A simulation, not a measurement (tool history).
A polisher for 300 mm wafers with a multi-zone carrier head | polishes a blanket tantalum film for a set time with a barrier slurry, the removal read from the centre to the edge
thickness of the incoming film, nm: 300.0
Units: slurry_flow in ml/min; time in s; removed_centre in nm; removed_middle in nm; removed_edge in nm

run	hour	slurry_flow	centre_zone	middle_zone	edge_zone	slurry_solids	time	removed_centre	removed_middle	removed_edge
1	0.0	235	1.00	1.00	1.00	1.00	84	66.426	67.288	67.343
2	7.5	240	0.99	1.02	1.02	1.05	85	68.496	69.983	67.745
3	8.2	240	0.99	0.94	1.02	1.05	85	67.926	65.079	70.209
4	9.0	280	0.99	0.94	1.02	1.05	85	69.404	66.887	69.046
5	15.5	270	0.97	0.96	1.03	1.10	87	70.755	70.353	72.714
6	17.5	270	0.97	0.96	0.95	1.10	87	71.050	70.614	68.842
7	21.6	260	0.95	0.98	0.97	1.15	88	69.547	72.076	71.992

Forecast run 8:
8	26.6	310	0.93	1.08	1.04	1.40	93	?	?	?

Run 8 gave removed_centre 77.111 nm, removed_middle 90.352 nm, removed_edge 85.063 nm.
